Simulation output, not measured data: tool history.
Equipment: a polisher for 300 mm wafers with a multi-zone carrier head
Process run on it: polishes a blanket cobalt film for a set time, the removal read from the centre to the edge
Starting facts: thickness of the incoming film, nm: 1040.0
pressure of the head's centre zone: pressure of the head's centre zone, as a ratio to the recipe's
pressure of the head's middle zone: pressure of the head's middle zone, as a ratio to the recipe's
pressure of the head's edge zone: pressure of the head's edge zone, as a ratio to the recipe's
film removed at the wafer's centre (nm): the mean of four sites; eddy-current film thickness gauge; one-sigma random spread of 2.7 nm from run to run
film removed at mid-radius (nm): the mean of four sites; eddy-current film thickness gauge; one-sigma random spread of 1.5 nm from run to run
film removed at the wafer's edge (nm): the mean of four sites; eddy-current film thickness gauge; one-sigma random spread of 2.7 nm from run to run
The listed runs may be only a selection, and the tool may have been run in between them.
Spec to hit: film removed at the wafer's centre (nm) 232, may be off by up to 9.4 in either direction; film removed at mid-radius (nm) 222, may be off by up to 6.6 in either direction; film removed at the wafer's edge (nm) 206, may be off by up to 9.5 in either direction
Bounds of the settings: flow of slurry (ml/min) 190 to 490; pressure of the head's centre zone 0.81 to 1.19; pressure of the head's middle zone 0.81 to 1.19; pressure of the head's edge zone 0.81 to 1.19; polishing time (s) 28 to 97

run	day	flow of slurry (ml/min)	pressure of the head's centre zone	pressure of the head's middle zone	pressure of the head's edge zone	polishing time (s)	film removed at the wafer's centre (nm)	film removed at mid-radius (nm)	film removed at the wafer's edge (nm)
1	0	315	1	1	1	62	274.69	273.73	280.38
2	0.217	315	1	1	1	73	326.13	319.7	327.42
3	0.471	315	1	1	1	61	274.63	270.01	283.46
4	0.729	315	1	0.92	1	61	270.73	251.92	284.26
5	0.883	375	1	0.92	1	61	272.97	255.22	285.99
6	1.154	375	0.96	0.92	1	61	260.93	256.26	283.02
7	1.354	380	0.99	0.96	0.94	55	246.33	238.92	247.52
# day 1.492: edge zone pressure recalibrated
8	1.492	385	1	0.98	0.9	53	237.52	231.55	226.65

5 next moves are on the table. One of them brings every result within its allowed miss. Which?
A	1.629	350	0.91	0.81	1.09	56	?	?	?
B	1.629	310	0.91	0.88	0.95	57	?	?	?
C	1.629	305	1.02	0.98	0.84	51	?	?	?
D	1.629	345	0.92	0.93	1.05	59	?	?	?
E	1.629	420	0.97	0.9	0.93	53	?	?	?

move	film removed at the wafer's centre (nm)	film removed at mid-radius (nm)	film removed at the wafer's edge (nm)
A	226.13	213.04	266.17
B	228.57	228.96	251.85
C	229.35	221.86	212.6
D	240.86	248.43	274.68
E	230.83	220.03	234.76
A: further off than the last run
B: further off than the last run
C: in spec on every target
D: further off than the last run
E: further off than the last run
The move that meets every target is C.
